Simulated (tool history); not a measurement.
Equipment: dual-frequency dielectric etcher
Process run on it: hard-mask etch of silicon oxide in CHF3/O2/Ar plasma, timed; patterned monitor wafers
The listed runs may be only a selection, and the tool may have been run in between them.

run,hour,source power (W),bias power (W),etch time (s),mean etch depth across the wafer (Å)
1,0.0,860,226,23.5,537.86
2,1.7,790,226,23.5,524.68
3,8.1,730,226,23.5,508.34
4,16.7,720,226,23.5,506.14
5,25.1,830,226,23.5,531.18
6,30.4,790,225,23.5,520.79
7,35.8,760,224,23.5,512.87

Run 8 is up next; what results do you expect?
8,41.4,740,224,23.5,?

mean etch depth across the wafer (Å): 508.12

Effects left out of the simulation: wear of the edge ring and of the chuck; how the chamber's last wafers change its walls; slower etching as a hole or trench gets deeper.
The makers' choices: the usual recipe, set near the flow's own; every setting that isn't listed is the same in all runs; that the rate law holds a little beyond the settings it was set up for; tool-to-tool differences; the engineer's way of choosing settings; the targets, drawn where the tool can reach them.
